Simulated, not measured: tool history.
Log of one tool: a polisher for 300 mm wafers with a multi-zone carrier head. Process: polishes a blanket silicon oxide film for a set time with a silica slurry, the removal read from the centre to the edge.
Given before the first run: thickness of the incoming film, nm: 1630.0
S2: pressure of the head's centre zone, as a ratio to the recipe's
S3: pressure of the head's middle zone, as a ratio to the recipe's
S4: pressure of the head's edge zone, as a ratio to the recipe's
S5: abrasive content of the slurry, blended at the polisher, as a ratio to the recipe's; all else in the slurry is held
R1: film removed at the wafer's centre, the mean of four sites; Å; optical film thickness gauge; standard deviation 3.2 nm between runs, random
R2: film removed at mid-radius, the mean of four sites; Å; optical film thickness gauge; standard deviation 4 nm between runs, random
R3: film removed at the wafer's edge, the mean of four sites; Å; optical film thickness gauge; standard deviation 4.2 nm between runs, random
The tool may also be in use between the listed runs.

Run 1, hour 0.0: flow of slurry (ml/min) 285, S2 1.00, S3 1.00, S4 1.00, S5 1.00, polishing time (s) 77. Result: R1 3063.2 Å, R2 3010.0 Å, R3 3028.1 Å.
Run 2, hour 3.7: flow of slurry (ml/min) 285, S2 1.00, S3 1.00, S4 1.00, S5 0.85, polishing time (s) 77. Result: R1 2928.1 Å, R2 2923.5 Å, R3 2805.9 Å.
Run 3, hour 8.6: flow of slurry (ml/min) 225, S2 1.00, S3 1.00, S4 1.00, S5 0.85, polishing time (s) 77. Result: R1 2838.1 Å, R2 2806.7 Å, R3 2773.7 Å.
Run 4, hour 11.7: flow of slurry (ml/min) 225, S2 1.00, S3 0.91, S4 1.00, S5 0.85, polishing time (s) 77. Result: R1 2805.5 Å, R2 2635.8 Å, R3 2858.9 Å.
Run 5, hour 17.0: flow of slurry (ml/min) 240, S2 1.02, S3 0.97, S4 1.02, S5 1.00, polishing time (s) 77. Result: R1 3068.2 Å, R2 2937.1 Å, R3 2969.0 Å.
Run 6, hour 23.1: flow of slurry (ml/min) 240, S2 1.02, S3 0.91, S4 1.02, S5 1.00, polishing time (s) 77. Result: R1 3064.3 Å, R2 2790.4 Å, R3 3015.7 Å.
Run 7, hour 27.7: flow of slurry (ml/min) 250, S2 1.03, S3 0.95, S4 1.03, S5 1.15, polishing time (s) 78. Result: R1 3262.4 Å, R2 3037.6 Å, R3 3107.2 Å.

Forecast run 8:
Run 8, hour 29.8: flow of slurry (ml/min) 270, S2 1.03, S3 0.96, S4 1.05, S5 1.25, polishing time (s) 80. Result: R1 ?, R2 ?, R3 ?.

{"run 8": {"R1": 3430.4, "R2": 3206.9, "R3": 3362.6}}
